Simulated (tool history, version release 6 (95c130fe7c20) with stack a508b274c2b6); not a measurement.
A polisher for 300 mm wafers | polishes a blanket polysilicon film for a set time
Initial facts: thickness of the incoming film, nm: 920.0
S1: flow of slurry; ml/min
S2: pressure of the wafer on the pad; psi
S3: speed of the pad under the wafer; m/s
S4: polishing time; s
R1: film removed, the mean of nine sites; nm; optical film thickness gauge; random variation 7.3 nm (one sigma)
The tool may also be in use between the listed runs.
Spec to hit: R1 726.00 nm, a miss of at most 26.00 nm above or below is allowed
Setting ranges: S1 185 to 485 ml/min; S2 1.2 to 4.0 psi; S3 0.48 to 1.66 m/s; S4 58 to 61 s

run  hour   S1   S2    S3  S4      R1
  1   0.0  310  2.6  1.06  58  454.10
  2   7.9  310  2.8  1.06  58  481.41
  3  13.5  310  2.8  0.84  58  389.18
  4  19.7  310  3.0  0.88  58  424.72
  5  26.3  310  3.2  0.92  58  466.80
  6  33.0  310  3.3  0.96  58  494.57
  7  33.7  310  4.0  1.14  58  651.22
  8  34.2  310  4.0  1.16  58  667.63
  9  37.5  310  4.0  1.18  58  680.83

Below are 5 possible settings for the next run. Only one of them brings all results inside the allowed miss of their targets. Which is it?
  A  40.8  330  4.0  1.06  59   ?
  B  40.8  265  4.0  1.10  59   ?
  C  40.8  265  3.8  1.22  61   ?
  D  40.8  355  4.0  1.14  59   ?
  E  40.8  345  4.0  1.02  61   ?

move      R1
   A  644.78
   B  659.73
   C  726.10
   D  694.44
   E  644.02
A: further off than the last run
B: further off than the last run
C: hits every target within its allowed miss
D: gains on the last run, yet a result remains outside its allowed miss
E: further off than the last run
C is the move that brings every result within its allowed miss.
